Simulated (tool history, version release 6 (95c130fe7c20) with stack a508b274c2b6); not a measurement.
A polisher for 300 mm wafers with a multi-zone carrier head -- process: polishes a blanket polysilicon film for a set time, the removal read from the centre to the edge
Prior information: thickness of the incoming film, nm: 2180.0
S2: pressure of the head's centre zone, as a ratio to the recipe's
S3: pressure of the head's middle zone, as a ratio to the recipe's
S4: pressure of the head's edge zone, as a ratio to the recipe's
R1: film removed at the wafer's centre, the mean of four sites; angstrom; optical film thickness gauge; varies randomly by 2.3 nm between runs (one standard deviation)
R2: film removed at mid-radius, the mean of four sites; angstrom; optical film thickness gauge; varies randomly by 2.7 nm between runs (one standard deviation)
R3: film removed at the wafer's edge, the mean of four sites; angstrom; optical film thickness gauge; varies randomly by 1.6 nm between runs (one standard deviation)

Run 1, day 0: flow of slurry (ml/min) 205, S2 1, S3 1, S4 1, polishing time (s) 37. Result: R1 2961.5 angstrom, R2 2812.6 angstrom, R3 2913.8 angstrom.
Run 2, day 0.217: flow of slurry (ml/min) 195, S2 0.97, S3 0.96, S4 0.97, polishing time (s) 36. Result: R1 2759.7 angstrom, R2 2640 angstrom, R3 2804.3 angstrom.
Run 3, day 0.508: flow of slurry (ml/min) 190, S2 0.95, S3 0.93, S4 0.95, polishing time (s) 35. Result: R1 2591.6 angstrom, R2 2452.2 angstrom, R3 2713.9 angstrom.
Run 4, day 0.608: flow of slurry (ml/min) 185, S2 0.94, S3 0.92, S4 0.93, polishing time (s) 34. Result: R1 2519.3 angstrom, R2 2361.6 angstrom, R3 2597.1 angstrom.
Run 5, day 0.812: flow of slurry (ml/min) 160, S2 0.94, S3 0.92, S4 0.93, polishing time (s) 34. Result: R1 2441.5 angstrom, R2 2308.3 angstrom, R3 2561.1 angstrom.
Run 6, day 1.129: flow of slurry (ml/min) 185, S2 0.94, S3 0.92, S4 0.93, polishing time (s) 34. Result: R1 2506.6 angstrom, R2 2368.6 angstrom, R3 2594.6 angstrom.
Run 7, day 1.379: flow of slurry (ml/min) 175, S2 0.92, S3 0.9, S4 0.91, polishing time (s) 34. Result: R1 2447 angstrom, R2 2346.7 angstrom, R3 2540.5 angstrom.
Run 8, day 1.575: flow of slurry (ml/min) 155, S2 0.86, S3 0.81, S4 0.91, polishing time (s) 31. Result: R1 2090.5 angstrom, R2 1913.2 angstrom, R3 2285.8 angstrom.

Forecast run 9:
Run 9, day 1.821: flow of slurry (ml/min) 165, S2 0.86, S3 0.82, S4 0.91, polishing time (s) 31. Result: R1 ?, R2 ?, R3 ?.

Run 9 measured R1 2098.6 angstrom, R2 1966 angstrom, R3 2330.1 angstrom.
